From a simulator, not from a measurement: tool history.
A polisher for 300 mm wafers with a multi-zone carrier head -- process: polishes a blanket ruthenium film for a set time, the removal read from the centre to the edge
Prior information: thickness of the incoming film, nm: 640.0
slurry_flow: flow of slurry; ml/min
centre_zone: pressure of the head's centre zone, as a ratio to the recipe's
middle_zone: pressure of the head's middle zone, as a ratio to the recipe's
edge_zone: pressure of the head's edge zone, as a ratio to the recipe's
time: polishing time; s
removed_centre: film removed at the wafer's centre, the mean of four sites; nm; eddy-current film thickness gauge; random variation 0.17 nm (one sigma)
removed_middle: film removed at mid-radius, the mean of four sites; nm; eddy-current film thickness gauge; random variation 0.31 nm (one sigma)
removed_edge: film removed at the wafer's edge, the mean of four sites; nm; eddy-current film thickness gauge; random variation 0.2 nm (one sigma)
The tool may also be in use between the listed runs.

| run | hour | slurry_flow | centre_zone | middle_zone | edge_zone | time | removed_centre | removed_middle | removed_edge |
|---|---|---|---|---|---|---|---|---|---|
| 1 | 0 | 215 | 1 | 1 | 1 | 37 | 29.048 | 28.4 | 28.302 |
| 2 | 7.5 | 215 | 1 | 1 | 0.96 | 37 | 29.029 | 28.567 | 27.922 |
| 3 | 14.9 | 210 | 0.98 | 0.97 | 0.95 | 36 | 27.802 | 26.258 | 27.527 |
| 4 | 19.8 | 205 | 0.97 | 0.97 | 0.94 | 34 | 25.894 | 25.307 | 25.705 |
| 5 | 24.1 | 205 | 0.97 | 0.97 | 1 | 34 | 25.789 | 25.072 | 26.39 |
| 6 | 25.8 | 155 | 0.97 | 0.97 | 1 | 34 | 24.464 | 24.626 | 25.51 |
| 7 | 31.3 | 155 | 0.96 | 0.96 | 0.98 | 33 | 23.705 | 24.017 | 24.44 |
| 8 | 39.6 | 155 | 0.95 | 0.95 | 0.97 | 33 | 23.379 | 23.802 | 24.214 |

Run 9 is up next; what results do you expect?
| 9 | 48.3 | 155 | 0.94 | 0.93 | 0.96 | 33 | ? | ? | ? |

removed_centre: 23.35 nm
removed_middle: 22.893 nm
removed_edge: 24.24 nm
